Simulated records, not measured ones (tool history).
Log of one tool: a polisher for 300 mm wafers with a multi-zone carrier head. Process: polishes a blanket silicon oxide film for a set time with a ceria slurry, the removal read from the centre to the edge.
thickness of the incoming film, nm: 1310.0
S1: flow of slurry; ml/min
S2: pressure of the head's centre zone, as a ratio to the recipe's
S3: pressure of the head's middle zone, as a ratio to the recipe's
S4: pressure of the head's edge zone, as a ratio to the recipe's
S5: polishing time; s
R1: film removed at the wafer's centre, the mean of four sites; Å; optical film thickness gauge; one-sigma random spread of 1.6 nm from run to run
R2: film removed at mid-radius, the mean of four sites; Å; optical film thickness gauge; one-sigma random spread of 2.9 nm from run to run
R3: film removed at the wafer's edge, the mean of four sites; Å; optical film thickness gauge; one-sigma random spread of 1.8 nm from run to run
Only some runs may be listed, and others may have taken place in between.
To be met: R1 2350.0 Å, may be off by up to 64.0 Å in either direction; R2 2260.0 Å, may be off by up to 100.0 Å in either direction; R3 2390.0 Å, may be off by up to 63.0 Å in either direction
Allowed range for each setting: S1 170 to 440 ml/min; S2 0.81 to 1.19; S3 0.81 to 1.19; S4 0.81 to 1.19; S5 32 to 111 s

run	day	S1	S2	S3	S4	S5	R1	R2	R3
1	0.000	280	1.00	1.00	1.00	71	2951.4	2897.1	2929.1
2	0.296	280	0.99	0.99	0.99	70	2885.2	2839.5	2928.9
3	0.429	280	1.05	0.99	0.99	70	3089.4	2860.5	2929.0
4	0.542	280	1.13	0.99	0.99	70	3318.0	2832.1	2891.9
5	0.762	275	1.11	0.98	0.98	69	3234.6	2783.0	2858.3
6	1.042	275	1.09	0.97	0.97	68	3053.0	2671.3	2790.9
7	1.254	275	1.08	0.97	0.96	67	3041.9	2739.2	2698.8
8	1.575	270	1.06	0.96	0.96	66	2947.7	2669.3	2707.9
9	1.625	270	1.05	0.95	0.96	65	2845.1	2586.3	2607.7
10	1.767	265	1.03	0.94	0.96	65	2794.0	2598.1	2632.3
11	1.929	265	1.02	0.93	0.96	64	2724.4	2513.9	2630.9
12	2.025	265	1.01	0.92	0.95	64	2666.7	2510.9	2583.7
13	2.212	265	1.00	0.91	0.95	64	2670.1	2459.3	2596.4
14	2.279	230	0.90	0.88	0.85	61	2251.3	2284.0	2295.4

5 candidate next runs follow, results not yet known. Just one meets every target within its allowed miss. Identify it.
A	2.346	300	0.88	0.95	0.81	60	?	?	?
B	2.346	215	0.90	0.97	0.81	60	?	?	?
C	2.346	230	0.84	0.90	0.81	61	?	?	?
D	2.346	320	0.94	0.87	0.91	59	?	?	?
E	2.346	215	0.95	0.81	0.91	57	?	?	?

move	R1	R2	R3
A	2207.9	2462.4	2262.5
B	2187.4	2423.2	2213.8
C	2089.4	2370.5	2262.7
D	2330.8	2308.4	2354.8
E	2191.6	2069.5	2219.3
A: the biggest miss grows against the last run
B: the biggest miss grows against the last run
C: the biggest miss grows against the last run
D: all results land within tolerance of their targets
E: the biggest miss grows against the last run
Correct choice: D, which meets every target

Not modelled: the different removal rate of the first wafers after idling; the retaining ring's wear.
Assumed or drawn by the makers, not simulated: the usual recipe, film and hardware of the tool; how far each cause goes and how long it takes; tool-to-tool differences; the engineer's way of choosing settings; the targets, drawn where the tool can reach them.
